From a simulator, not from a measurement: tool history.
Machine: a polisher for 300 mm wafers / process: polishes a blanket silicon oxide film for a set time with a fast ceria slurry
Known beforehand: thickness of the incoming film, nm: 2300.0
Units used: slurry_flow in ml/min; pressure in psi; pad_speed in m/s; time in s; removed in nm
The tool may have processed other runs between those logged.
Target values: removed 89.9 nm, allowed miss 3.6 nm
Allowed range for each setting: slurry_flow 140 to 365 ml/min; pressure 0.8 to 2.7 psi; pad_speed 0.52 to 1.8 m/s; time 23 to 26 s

run  hour  slurry_flow  pressure  pad_speed  time  removed
  1     0          235       1.7       1.16    26    244.1
  2   4.9          235       1.7       1.16    26   245.92
  3  10.4          235       1.4       0.98    26   175.37
  4    17          205       1.4       0.98    26   172.72
  5    25          205       1.4        1.2    26   213.82
  6  25.8          260       1.4        1.2    26   212.73
  7    30          260       1.2       1.02    26   158.39
  8  36.4          260       1.1        0.9    26   129.85
  9  38.8          260         1       0.84    26   113.07
 10  41.3          260       0.9        0.8    26   98.316

4 next moves are on the table. One of them brings every result within its allowed miss. Which?
  A  43.8          245       0.9       0.64    26        ?
  B  43.8          260         1        0.7    24        ?
  C  43.8          270       0.9       0.62    26        ?
  D  43.8          310       1.4       0.52    26        ?

move  removed
   A    79.85
   B   87.981
   C   78.224
   D    101.9
A: moves the result that the last run missed by most past its target, out the other side
B: in spec on every target
C: moves the result that the last run missed by most past its target, out the other side
D: moves away from the targets compared with the last run
So the answer is move B, the one that meets all the targets.
